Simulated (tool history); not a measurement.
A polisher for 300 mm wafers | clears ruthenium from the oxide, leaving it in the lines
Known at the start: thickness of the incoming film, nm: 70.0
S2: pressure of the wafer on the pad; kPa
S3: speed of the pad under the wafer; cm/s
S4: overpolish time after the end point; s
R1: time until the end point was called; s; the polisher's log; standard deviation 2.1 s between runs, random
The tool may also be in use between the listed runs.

Run 1, hour 0.0: flow of slurry (ml/min) 225, S2 11.7 kPa, S3 106 cm/s, S4 29 s. Result: R1 93.74 s.
Run 2, hour 4.8: flow of slurry (ml/min) 225, S2 10.3 kPa, S3 104 cm/s, S4 29 s. Result: R1 109.76 s.
Run 3, hour 10.6: flow of slurry (ml/min) 225, S2 9.7 kPa, S3 104 cm/s, S4 29 s. Result: R1 117.80 s.
Run 4, hour 12.3: flow of slurry (ml/min) 225, S2 9.0 kPa, S3 104 cm/s, S4 29 s. Result: R1 123.68 s.
Run 5, hour 19.5: flow of slurry (ml/min) 225, S2 8.3 kPa, S3 104 cm/s, S4 29 s. Result: R1 136.24 s.
Run 6, hour 21.6: flow of slurry (ml/min) 225, S2 7.6 kPa, S3 104 cm/s, S4 29 s. Result: R1 145.28 s.
Run 7, hour 26.4: flow of slurry (ml/min) 225, S2 7.6 kPa, S3 104 cm/s, S4 29 s. Result: R1 146.91 s.

What will run 8 give?
Run 8, hour 27.9: flow of slurry (ml/min) 225, S2 6.9 kPa, S3 104 cm/s, S4 29 s. Result: R1 ?.

{"run 8": {"R1": 162.5}}
